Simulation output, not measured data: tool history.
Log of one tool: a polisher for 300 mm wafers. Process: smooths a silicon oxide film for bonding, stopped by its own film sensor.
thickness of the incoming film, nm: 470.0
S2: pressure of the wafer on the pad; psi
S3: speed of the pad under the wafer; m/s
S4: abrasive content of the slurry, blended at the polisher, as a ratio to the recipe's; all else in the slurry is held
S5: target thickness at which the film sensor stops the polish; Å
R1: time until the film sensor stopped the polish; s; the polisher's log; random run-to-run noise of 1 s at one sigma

{"run": 1, "hour": 0.0, "flow of slurry (ml/min)": 155, "S2": 1.8, "S3": 0.98, "S4": 1.0, "S5": 4040, "R1": 90.022}
{"run": 2, "hour": 9.0, "flow of slurry (ml/min)": 155, "S2": 1.8, "S3": 0.8, "S4": 1.0, "S5": 4040, "R1": 108.0}
{"run": 3, "hour": 10.7, "flow of slurry (ml/min)": 155, "S2": 1.8, "S3": 1.0, "S4": 1.0, "S5": 4040, "R1": 91.155}
{"run": 4, "hour": 17.1, "flow of slurry (ml/min)": 120, "S2": 1.8, "S3": 1.0, "S4": 1.0, "S5": 4040, "R1": 96.586}
{"run": 5, "hour": 21.6, "flow of slurry (ml/min)": 125, "S2": 1.9, "S3": 1.02, "S4": 1.0, "S5": 4040, "R1": 86.172}
{"run": 6, "hour": 23.4, "flow of slurry (ml/min)": 125, "S2": 2.0, "S3": 1.02, "S4": 1.0, "S5": 4040, "R1": 85.909}

Run 7 comes next. What will it give?
{"hour": 24.7, "done": "slurry blender recalibrated"}
{"run": 7, "hour": 24.7, "flow of slurry (ml/min)": 130, "S2": 2.1, "S3": 1.04, "S4": 1.0, "S5": 4040, "R1": "?"}

R1: 73.256 s
